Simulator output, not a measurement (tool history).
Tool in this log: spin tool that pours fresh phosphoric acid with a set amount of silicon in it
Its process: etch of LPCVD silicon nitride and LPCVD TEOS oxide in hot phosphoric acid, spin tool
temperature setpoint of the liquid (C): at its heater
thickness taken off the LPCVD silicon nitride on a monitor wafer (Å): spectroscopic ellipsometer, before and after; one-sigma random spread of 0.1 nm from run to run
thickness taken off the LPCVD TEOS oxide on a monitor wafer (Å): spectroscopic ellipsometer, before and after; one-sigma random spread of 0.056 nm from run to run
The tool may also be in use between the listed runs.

| run | hour | temperature setpoint of the liquid (C) | silicon dissolved in the acid as it is poured (mg a litre) | time under the liquid (s) | thickness taken off the LPCVD silicon nitride on a monitor wafer (Å) | thickness taken off the LPCVD TEOS oxide on a monitor wafer (Å) |
|---|---|---|---|---|---|---|
| 1 | 0 | 159 | 24.5 | 95 | 79.141 | 1.8776 |
| 2 | 2.6 | 159 | 18 | 95 | 78.462 | 2.036 |
| 3 | 3.7 | 159.5 | 17.5 | 100 | 83.629 | 1.9775 |
| 4 | 9.1 | 159.5 | 8 | 100 | 84.483 | 3.4777 |
| 5 | 17.4 | 160 | 9 | 105 | 89.164 | 2.8658 |
| 6 | 20.8 | 161.5 | 9 | 105 | 92.479 | 4.3818 |
| 7 | 28 | 161.5 | 11 | 110 | 97.988 | 3.5305 |
| 8 | 32.5 | 161.5 | 11.5 | 110 | 99.481 | 5.1795 |
| 9 | 38.4 | 161.5 | 15 | 110 | 98.435 | 3.3271 |
| 10 | 39.7 | 161.5 | 15.5 | 110 | 98.878 | 3.1668 |
| 11 | 42.7 | 162 | 16 | 110 | 100.07 | 4.2424 |
| 12 | 50.1 | 162 | 18 | 110 | 100.01 | 4.5273 |
| 13 | 53.2 | 162 | 19 | 110 | 100.14 | 3.4243 |
| 14 | 59.9 | 162 | 20 | 110 | 99.915 | 3.2154 |
| 15 | 67.6 | 162 | 20.5 | 110 | 99.809 | 3.2179 |
| 16 | 68.2 | 162 | 21 | 110 | 99.398 | 3.665 |
| 17 | 74 | 162 | 22 | 110 | 100.89 | 2.2698 |
| 18 | 78.4 | 162 | 21 | 110 | 100.41 | 3.8624 |

Predict the results of run 19:
| 19 | 81.8 | 162 | 22.5 | 110 | ? | ? |

Run 19 produced thickness taken off the LPCVD silicon nitride on a monitor wafer (Å) 98.95, thickness taken off the LPCVD TEOS oxide on a monitor wafer (Å) 3.1355.

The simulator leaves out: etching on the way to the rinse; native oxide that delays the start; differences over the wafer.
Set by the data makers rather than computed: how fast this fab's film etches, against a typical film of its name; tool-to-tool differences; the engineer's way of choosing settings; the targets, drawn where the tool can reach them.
